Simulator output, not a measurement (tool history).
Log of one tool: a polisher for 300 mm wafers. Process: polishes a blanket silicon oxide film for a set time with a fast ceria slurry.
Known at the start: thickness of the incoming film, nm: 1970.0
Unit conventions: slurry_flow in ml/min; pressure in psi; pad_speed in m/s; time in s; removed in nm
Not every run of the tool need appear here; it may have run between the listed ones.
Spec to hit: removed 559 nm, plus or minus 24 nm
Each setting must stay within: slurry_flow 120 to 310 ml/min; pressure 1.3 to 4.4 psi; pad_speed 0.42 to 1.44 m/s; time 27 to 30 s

run 1 hour=0 | slurry_flow=200 pressure=2.8 pad_speed=0.92 time=30 | removed=388.39
run 2 hour=7.9 | slurry_flow=200 pressure=2.2 pad_speed=0.92 time=30 | removed=333.74
run 3 hour=15.1 | slurry_flow=200 pressure=2.2 pad_speed=1.12 time=30 | removed=401.15
run 4 hour=15.9 | slurry_flow=200 pressure=2.5 pad_speed=1.12 time=30 | removed=431.72
run 5 hour=17.1 | slurry_flow=200 pressure=2 pad_speed=1.12 time=30 | removed=370.87
run 6 hour=20.5 | slurry_flow=200 pressure=2.4 pad_speed=1.14 time=30 | removed=414.15
run 7 hour=25.3 | slurry_flow=200 pressure=2.7 pad_speed=1.16 time=30 | removed=462.64
run 8 hour=32.3 | slurry_flow=200 pressure=2.9 pad_speed=1.16 time=30 | removed=499.4
run 9 hour=33.1 | slurry_flow=200 pressure=3 pad_speed=1.16 time=30 | removed=504.58
run 10 hour=38.9 | slurry_flow=200 pressure=3.1 pad_speed=1.16 time=30 | removed=525.44

Next run, 4 choices. One meets every target within its allowed miss, the rest don't. Which?
run A hour=44.7 | slurry_flow=165 pressure=3.5 pad_speed=1.04 time=30 | removed=?
run B hour=44.7 | slurry_flow=135 pressure=4 pad_speed=1.1 time=30 | removed=?
run C hour=44.7 | slurry_flow=200 pressure=3 pad_speed=1.16 time=30 | removed=?
run D hour=44.7 | slurry_flow=185 pressure=3.2 pad_speed=1.06 time=30 | removed=?

move=A removed=496.4
move=B removed=548.36
move=C removed=509.1
move=D removed=484.37
A: its largest miss is bigger than the last run's
B: meets every target
C: its largest miss is bigger than the last run's
D: its largest miss is bigger than the last run's
So the answer is move B, the one that meets all the targets.

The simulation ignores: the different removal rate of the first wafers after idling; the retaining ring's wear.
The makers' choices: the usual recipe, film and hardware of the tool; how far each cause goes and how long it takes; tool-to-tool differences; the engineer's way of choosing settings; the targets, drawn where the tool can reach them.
